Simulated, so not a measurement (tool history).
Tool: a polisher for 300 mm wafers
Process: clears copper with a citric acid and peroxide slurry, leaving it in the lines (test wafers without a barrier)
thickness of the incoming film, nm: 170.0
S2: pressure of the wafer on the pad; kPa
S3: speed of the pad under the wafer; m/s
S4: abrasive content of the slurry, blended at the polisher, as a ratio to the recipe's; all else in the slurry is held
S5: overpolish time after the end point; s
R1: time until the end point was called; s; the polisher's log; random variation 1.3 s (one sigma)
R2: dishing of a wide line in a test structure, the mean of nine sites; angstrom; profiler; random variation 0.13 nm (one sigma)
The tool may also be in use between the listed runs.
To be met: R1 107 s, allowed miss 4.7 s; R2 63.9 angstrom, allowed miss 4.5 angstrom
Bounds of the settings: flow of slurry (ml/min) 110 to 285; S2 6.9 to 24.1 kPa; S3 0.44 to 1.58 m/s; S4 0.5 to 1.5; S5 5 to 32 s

run 1 hour=0 | flow_of_slurry_(ml/min)=180 S2=15.2 S3=1 S4=1 S5=16 | R1=114.39 R2=177.67
run 2 hour=7.1 | flow_of_slurry_(ml/min)=180 S2=14.5 S3=1.02 S4=1 S5=14 | R1=121.98 R2=154.97
run 3 hour=14.8 | flow_of_slurry_(ml/min)=190 S2=15.9 S3=0.92 S4=1 S5=13 | R1=122.17 R2=143.7
run 4 hour=18.9 | flow_of_slurry_(ml/min)=190 S2=15.9 S3=0.92 S4=1 S5=9 | R1=121.01 R2=100.65
run 5 hour=23.9 | flow_of_slurry_(ml/min)=165 S2=15.9 S3=0.92 S4=1 S5=9 | R1=121.19 R2=96.66
run 6 hour=25.1 | flow_of_slurry_(ml/min)=165 S2=17.9 S3=0.92 S4=1 S5=9 | R1=109.71 R2=110.57
run 7 hour=30 | flow_of_slurry_(ml/min)=155 S2=17.9 S3=0.92 S4=1.1 S5=8 | R1=105.03 R2=100.44
run 8 hour=32.3 | flow_of_slurry_(ml/min)=150 S2=17.9 S3=0.92 S4=1.15 S5=8 | R1=107.39 R2=100.88
run 9 hour=36.4 | flow_of_slurry_(ml/min)=145 S2=18.6 S3=0.9 S4=1.15 S5=8 | R1=106.41 R2=102.03
run 10 hour=39.2 | flow_of_slurry_(ml/min)=175 S2=14.5 S3=1.02 S4=1.15 S5=5 | R1=115.79 R2=57.987

Which of these 5 next moves meets every target?
run A hour=42 | flow_of_slurry_(ml/min)=195 S2=15.2 S3=1.1 S4=0.9 S5=5 | R1=? R2=?
run B hour=42 | flow_of_slurry_(ml/min)=165 S2=13.8 S3=0.94 S4=1.2 S5=6 | R1=? R2=?
run C hour=42 | flow_of_slurry_(ml/min)=175 S2=11.7 S3=1.08 S4=1.45 S5=5 | R1=? R2=?
run D hour=42 | flow_of_slurry_(ml/min)=120 S2=15.2 S3=1.1 S4=0.8 S5=5 | R1=? R2=?
run E hour=42 | flow_of_slurry_(ml/min)=115 S2=15.9 S3=0.98 S4=0.95 S5=5 | R1=? R2=?

move=A R1=106.44 R2=63.121
move=B R1=129.88 R2=62.034
move=C R1=125.93 R2=53.412
move=D R1=118.18 R2=56.994
move=E R1=122.59 R2=55.015
A: meets every target
B: further off than the last run
C: further off than the last run
D: further off than the last run
E: further off than the last run
Move A is the one to make.
